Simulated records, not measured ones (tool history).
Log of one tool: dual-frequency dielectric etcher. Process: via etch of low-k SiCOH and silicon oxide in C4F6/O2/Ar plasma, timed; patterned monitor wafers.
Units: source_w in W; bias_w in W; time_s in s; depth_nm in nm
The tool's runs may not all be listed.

{"run": 1, "hour": 0.0, "source_w": 430, "bias_w": 186, "time_s": 28.0, "depth_nm": 84.377}
{"run": 2, "hour": 5.9, "source_w": 450, "bias_w": 187, "time_s": 28.0, "depth_nm": 86.68}
{"run": 3, "hour": 6.6, "source_w": 450, "bias_w": 200, "time_s": 28.0, "depth_nm": 87.791}
{"run": 4, "hour": 13.2, "source_w": 460, "bias_w": 201, "time_s": 28.0, "depth_nm": 88.213}
{"run": 5, "hour": 16.1, "source_w": 460, "bias_w": 175, "time_s": 28.0, "depth_nm": 84.04}
{"run": 6, "hour": 19.4, "source_w": 460, "bias_w": 175, "time_s": 25.5, "depth_nm": 76.951}
{"run": 7, "hour": 27.1, "source_w": 480, "bias_w": 185, "time_s": 25.5, "depth_nm": 79.111}
{"run": 8, "hour": 32.6, "source_w": 480, "bias_w": 198, "time_s": 25.5, "depth_nm": 82.22}
{"run": 9, "hour": 33.9, "source_w": 490, "bias_w": 206, "time_s": 25.5, "depth_nm": 83.902}
{"run": 10, "hour": 41.0, "source_w": 500, "bias_w": 213, "time_s": 25.5, "depth_nm": 85.546}
{"run": 11, "hour": 42.2, "source_w": 510, "bias_w": 218, "time_s": 25.5, "depth_nm": 86.332}
{"run": 12, "hour": 50.8, "source_w": 520, "bias_w": 223, "time_s": 25.5, "depth_nm": 88.47}
{"run": 13, "hour": 51.7, "source_w": 520, "bias_w": 223, "time_s": 25.5, "depth_nm": 87.613}

Forecast run 14:
{"run": 14, "hour": 55.1, "source_w": 530, "bias_w": 227, "time_s": 25.5, "depth_nm": "?"}

Run 14 gave depth_nm 90.012 nm.

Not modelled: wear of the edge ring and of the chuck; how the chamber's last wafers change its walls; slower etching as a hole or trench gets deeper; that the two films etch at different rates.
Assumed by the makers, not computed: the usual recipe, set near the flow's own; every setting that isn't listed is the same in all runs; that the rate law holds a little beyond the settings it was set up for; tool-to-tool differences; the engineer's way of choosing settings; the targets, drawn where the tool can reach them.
